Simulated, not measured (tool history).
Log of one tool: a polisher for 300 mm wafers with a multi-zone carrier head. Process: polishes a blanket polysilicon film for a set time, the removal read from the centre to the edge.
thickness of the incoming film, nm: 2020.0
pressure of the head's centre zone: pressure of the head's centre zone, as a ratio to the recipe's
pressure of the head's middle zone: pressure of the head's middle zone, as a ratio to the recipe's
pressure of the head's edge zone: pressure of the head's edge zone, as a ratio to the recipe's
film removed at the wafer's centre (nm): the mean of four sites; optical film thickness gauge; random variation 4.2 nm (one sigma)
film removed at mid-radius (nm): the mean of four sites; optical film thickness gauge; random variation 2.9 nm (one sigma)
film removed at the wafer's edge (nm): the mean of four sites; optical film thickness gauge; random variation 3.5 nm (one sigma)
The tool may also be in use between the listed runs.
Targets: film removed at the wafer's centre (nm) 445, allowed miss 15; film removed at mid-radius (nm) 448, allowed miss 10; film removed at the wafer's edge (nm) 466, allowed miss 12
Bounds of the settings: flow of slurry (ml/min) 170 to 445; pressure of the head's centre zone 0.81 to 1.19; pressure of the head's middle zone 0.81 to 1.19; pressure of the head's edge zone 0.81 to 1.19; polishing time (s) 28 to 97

run,hour,flow of slurry (ml/min),pressure of the head's centre zone,pressure of the head's middle zone,pressure of the head's edge zone,polishing time (s),film removed at the wafer's centre (nm),film removed at mid-radius (nm),film removed at the wafer's edge (nm)
1,0,285,1,1,1,62,654.06,637.16,622.14
2,5.4,285,0.92,1,1,62,584.33,635.07,623.45
3,13.9,275,0.91,0.96,0.95,58,547.75,578.28,561.46
4,20.8,275,0.91,0.96,0.99,58,557.08,573.3,571.11
5,22,265,0.88,0.93,0.98,55,500.14,526.77,536.87
6,28.8,265,0.81,0.93,0.98,55,467.59,530.57,542.46
7,35.9,250,0.82,0.9,0.95,54,458.48,500.65,523
8,43.4,245,0.83,0.88,0.91,53,462.44,485.49,497.09
9,48.5,245,0.83,0.88,0.91,53,453.78,483.18,500.57
10,56.3,235,0.83,0.87,0.89,53,451.68,471.23,490.43
11,59.4,225,0.83,0.87,0.87,53,445.8,474.82,482.89
12,66.5,215,0.84,0.86,0.86,53,448.08,462.38,483.93
13,69.3,210,0.84,0.86,0.85,53,440.89,469.82,476.57

Which of these 5 next moves meets every target?
A,72.1,235,0.87,0.86,0.89,50,?,?,?
B,72.1,230,0.89,0.85,0.84,49,?,?,?
C,72.1,315,0.9,0.81,0.84,50,?,?,?
D,72.1,175,0.83,0.89,0.81,51,?,?,?
E,72.1,260,0.85,0.91,0.85,51,?,?,?

move,film removed at the wafer's centre (nm),film removed at mid-radius (nm),film removed at the wafer's edge (nm)
A,446.02,449.21,458.68
B,445.87,434.83,437.12
C,477.75,441.32,458
D,414.01,452.12,434.62
E,450.45,485.93,462.05
A: meets every target
B: takes the result that was furthest off past its target
C: brings the result that was furthest off to its target, and leaves another outside
D: brings the result that was furthest off to its target, and leaves another outside
E: further off than the last run
Move A is the one to make.
